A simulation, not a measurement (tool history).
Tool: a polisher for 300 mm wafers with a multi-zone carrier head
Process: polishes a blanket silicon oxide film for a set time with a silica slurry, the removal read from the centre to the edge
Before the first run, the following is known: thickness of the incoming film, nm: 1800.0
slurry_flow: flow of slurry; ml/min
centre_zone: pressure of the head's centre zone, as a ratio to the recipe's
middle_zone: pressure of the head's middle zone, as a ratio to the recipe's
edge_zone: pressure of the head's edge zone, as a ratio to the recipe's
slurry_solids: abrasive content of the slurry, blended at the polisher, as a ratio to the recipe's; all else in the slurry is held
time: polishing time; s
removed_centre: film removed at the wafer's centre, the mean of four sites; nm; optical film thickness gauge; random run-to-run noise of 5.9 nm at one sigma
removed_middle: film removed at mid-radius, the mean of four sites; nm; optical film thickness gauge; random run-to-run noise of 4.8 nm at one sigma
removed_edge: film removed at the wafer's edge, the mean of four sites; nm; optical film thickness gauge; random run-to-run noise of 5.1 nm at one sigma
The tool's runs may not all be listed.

run,hour,slurry_flow,centre_zone,middle_zone,edge_zone,slurry_solids,time,removed_centre,removed_middle,removed_edge
1,0.0,250,1.00,1.00,1.00,1.00,83,272.26,274.25,278.72
2,7.5,250,1.00,1.00,0.95,1.00,83,268.92,271.82,272.62
3,13.7,250,1.02,1.00,0.96,1.05,83,294.25,276.10,274.88
4,19.2,250,1.02,1.00,0.93,1.05,83,290.03,276.05,275.82
5,22.5,250,1.02,1.00,0.94,1.10,84,301.10,292.40,284.64
6,26.4,250,1.02,1.00,0.94,1.10,69,246.15,237.85,237.78

Run 7 comes next. What will it give?
7,30.3,280,1.12,1.01,1.04,1.35,91,?,?,?

{"run 7": {"removed_centre": 404.79, "removed_middle": 357.64, "removed_edge": 366.45}}
